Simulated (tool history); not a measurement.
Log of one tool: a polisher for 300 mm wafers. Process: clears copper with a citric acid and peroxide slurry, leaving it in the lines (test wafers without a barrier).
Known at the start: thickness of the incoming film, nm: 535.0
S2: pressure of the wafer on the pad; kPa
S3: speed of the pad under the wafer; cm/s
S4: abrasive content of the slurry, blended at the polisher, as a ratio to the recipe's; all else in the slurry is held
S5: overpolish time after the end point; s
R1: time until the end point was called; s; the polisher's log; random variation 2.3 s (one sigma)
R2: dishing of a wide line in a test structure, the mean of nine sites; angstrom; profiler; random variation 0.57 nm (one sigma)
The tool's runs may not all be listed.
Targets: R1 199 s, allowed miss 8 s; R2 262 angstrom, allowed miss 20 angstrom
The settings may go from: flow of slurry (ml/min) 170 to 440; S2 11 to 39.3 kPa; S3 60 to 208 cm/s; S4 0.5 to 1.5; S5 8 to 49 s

run 1 hour=0 | flow_of_slurry_(ml/min)=280 S2=24.8 S3=134 S4=1 S5=25 | R1=158.15 R2=484.36
run 2 hour=3 | flow_of_slurry_(ml/min)=280 S2=23.4 S3=134 S4=1 S5=21 | R1=167.15 R2=410.01
run 3 hour=11 | flow_of_slurry_(ml/min)=280 S2=23.4 S3=150 S4=1 S5=21 | R1=149.68 R2=450.6
run 4 hour=13.1 | flow_of_slurry_(ml/min)=280 S2=23.4 S3=138 S4=1 S5=21 | R1=160.68 R2=425.02
run 5 hour=17.8 | flow_of_slurry_(ml/min)=280 S2=22.1 S3=138 S4=1 S5=18 | R1=168.83 R2=353.56
run 6 hour=21 | flow_of_slurry_(ml/min)=345 S2=22.1 S3=138 S4=1 S5=18 | R1=166.29 R2=374.67
run 7 hour=26.8 | flow_of_slurry_(ml/min)=345 S2=22.1 S3=138 S4=1 S5=18 | R1=170.35 R2=368.16
run 8 hour=31.1 | flow_of_slurry_(ml/min)=345 S2=21.4 S3=138 S4=1 S5=16 | R1=174.64 R2=322.13
run 9 hour=38.5 | flow_of_slurry_(ml/min)=345 S2=20.7 S3=138 S4=1 S5=15 | R1=176.4 R2=300.06
run 10 hour=41.2 | flow_of_slurry_(ml/min)=345 S2=20.7 S3=138 S4=1 S5=15 | R1=179.75 R2=309.03
run 11 hour=42.3 | flow_of_slurry_(ml/min)=345 S2=20 S3=138 S4=1 S5=15 | R1=185.67 R2=291.16
run 12 hour=44.4 | flow_of_slurry_(ml/min)=345 S2=19.3 S3=138 S4=1 S5=15 | R1=190.94 R2=298.05
run 13 hour=45.7 | flow_of_slurry_(ml/min)=345 S2=19.3 S3=138 S4=1 S5=14 | R1=192.5 R2=288.53
run 14 hour=47.3 | flow_of_slurry_(ml/min)=345 S2=18.6 S3=138 S4=1 S5=11 | R1=201.81 R2=207.13
run 15 hour=51.1 | flow_of_slurry_(ml/min)=355 S2=18.6 S3=138 S4=1 S5=12 | R1=197.56 R2=237.73

5 next moves are on the table. One of them brings every result within its allowed miss. Which?
run A hour=54.9 | flow_of_slurry_(ml/min)=360 S2=20 S3=122 S4=1.1 S5=17 | R1=? R2=?
run B hour=54.9 | flow_of_slurry_(ml/min)=305 S2=23.4 S3=102 S4=1.05 S5=11 | R1=? R2=?
run C hour=54.9 | flow_of_slurry_(ml/min)=350 S2=17.9 S3=140 S4=1.05 S5=11 | R1=? R2=?
run D hour=54.9 | flow_of_slurry_(ml/min)=365 S2=22.1 S3=116 S4=0.9 S5=11 | R1=? R2=?
run E hour=54.9 | flow_of_slurry_(ml/min)=385 S2=15.2 S3=164 S4=1.2 S5=14 | R1=? R2=?

move=A R1=200.08 R2=314.44
move=B R1=200.9 R2=220.06
move=C R1=201.22 R2=217.6
move=D R1=194.74 R2=225.54
move=E R1=202.03 R2=263
A: takes the result that was furthest off past its target
B: further off than the last run
C: further off than the last run
D: further off than the last run
E: meets every target
Move E is the one to make.
